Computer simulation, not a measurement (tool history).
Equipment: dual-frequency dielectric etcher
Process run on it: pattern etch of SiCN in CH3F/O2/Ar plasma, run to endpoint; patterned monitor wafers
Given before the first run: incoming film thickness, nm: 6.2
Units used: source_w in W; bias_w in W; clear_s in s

run    day  source_w  bias_w  clear_s
  1      0       440      72   15.982
  2  0.271       480      73    15.44
  3  0.342       510      74   15.229
  4  0.671       510      69   15.707
  5  1.033       530      73    15.07
  6  1.112       550      75   14.561

Run 7 comes next. What will it give?
  7  1.396       550      75        ?

clear_s: 14.742 s

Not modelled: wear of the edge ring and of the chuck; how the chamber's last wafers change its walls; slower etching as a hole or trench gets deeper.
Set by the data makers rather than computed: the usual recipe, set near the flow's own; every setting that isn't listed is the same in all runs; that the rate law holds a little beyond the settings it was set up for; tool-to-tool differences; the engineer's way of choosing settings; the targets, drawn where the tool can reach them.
